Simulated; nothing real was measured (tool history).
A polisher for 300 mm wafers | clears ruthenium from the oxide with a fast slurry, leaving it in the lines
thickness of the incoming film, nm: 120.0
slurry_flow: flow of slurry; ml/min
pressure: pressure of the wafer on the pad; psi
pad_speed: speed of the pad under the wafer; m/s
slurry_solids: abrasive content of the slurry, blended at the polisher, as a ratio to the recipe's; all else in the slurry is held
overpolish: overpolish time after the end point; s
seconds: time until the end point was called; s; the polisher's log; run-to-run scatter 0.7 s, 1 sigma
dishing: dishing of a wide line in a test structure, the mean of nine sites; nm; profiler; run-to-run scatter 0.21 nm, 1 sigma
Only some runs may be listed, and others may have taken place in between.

run	hour	slurry_flow	pressure	pad_speed	slurry_solids	overpolish	seconds	dishing
1	0	285	1.6	1.26	1	24	44.508	39.676
2	3.6	285	1.5	1.26	1	20	47.599	32.503
3	9.8	285	1.4	1.3	1	17	47.586	28.151
4	16.9	275	1.3	1.4	0.9	15	52.445	23.646
5	21.2	275	1.3	1.4	1.1	15	46.352	26.079
6	27.3	275	0.9	1.4	1.1	15	65.631	19.825
7	30.5	255	0.9	1.52	1	13	64.516	17.574

What does the tool deliver on the next run?
8	34.5	235	0.9	1.62	0.9	12	?	?

{"run 8": {"seconds": 65.288, "dishing": 15.997}}
